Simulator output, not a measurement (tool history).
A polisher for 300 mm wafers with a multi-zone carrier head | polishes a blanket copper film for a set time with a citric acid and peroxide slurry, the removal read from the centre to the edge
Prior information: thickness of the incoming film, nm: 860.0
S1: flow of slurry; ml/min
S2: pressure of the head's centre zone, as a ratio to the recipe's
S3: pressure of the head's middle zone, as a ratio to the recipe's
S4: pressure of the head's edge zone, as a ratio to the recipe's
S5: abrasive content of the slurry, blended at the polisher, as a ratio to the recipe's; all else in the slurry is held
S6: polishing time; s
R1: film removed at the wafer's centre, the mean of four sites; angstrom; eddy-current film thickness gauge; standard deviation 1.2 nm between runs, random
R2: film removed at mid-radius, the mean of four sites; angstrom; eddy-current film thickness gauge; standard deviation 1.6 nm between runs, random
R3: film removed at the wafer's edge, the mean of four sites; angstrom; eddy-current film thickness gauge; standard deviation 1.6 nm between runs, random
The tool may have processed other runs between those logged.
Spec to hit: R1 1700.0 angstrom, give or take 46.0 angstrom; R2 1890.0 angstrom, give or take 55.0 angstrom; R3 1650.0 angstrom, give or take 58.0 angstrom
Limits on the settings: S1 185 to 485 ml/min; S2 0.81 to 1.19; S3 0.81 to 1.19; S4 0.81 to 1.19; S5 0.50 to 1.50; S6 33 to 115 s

run	day	S1	S2	S3	S4	S5	S6	R1	R2	R3
1	0.000	310	1.00	1.00	1.00	1.00	73	1457.6	1408.0	1400.5
2	0.117	310	1.00	0.95	1.00	1.00	73	1437.0	1382.4	1390.7
3	0.217	310	0.94	0.95	1.00	1.00	73	1351.9	1389.2	1377.7
4	0.312	330	0.94	1.02	0.99	1.15	74	1424.3	1503.9	1452.9
5	0.542	330	0.94	0.98	0.99	1.15	74	1432.6	1503.5	1441.1
6	0.833	330	0.94	1.04	0.99	1.15	74	1410.5	1513.9	1457.0
7	1.204	355	0.95	1.08	0.96	1.25	76	1510.9	1677.1	1489.7
8	1.421	370	0.97	1.11	0.98	1.30	76	1558.8	1697.6	1534.0
9	1.471	375	0.98	1.13	0.98	1.35	77	1604.2	1774.9	1552.6
10	1.717	380	0.99	1.14	1.00	1.40	77	1629.0	1780.6	1566.3

Which one of the following 4 next-run settings gets every result inside its allowed miss? There is exactly one.
A	1.962	335	0.99	0.96	1.03	1.35	81	?	?	?
B	1.962	330	1.02	1.19	1.07	1.20	81	?	?	?
C	1.962	400	1.04	1.14	1.00	1.35	75	?	?	?
D	1.962	405	1.08	1.11	0.99	1.40	71	?	?	?

move	R1	R2	R3
A	1693.8	1654.9	1699.5
B	1706.2	1901.6	1686.5
C	1671.0	1764.7	1561.6
D	1656.2	1649.5	1483.2
A: further off than the last run
B: hits every target within its allowed miss
C: further off than the last run
D: further off than the last run
The right move is B.
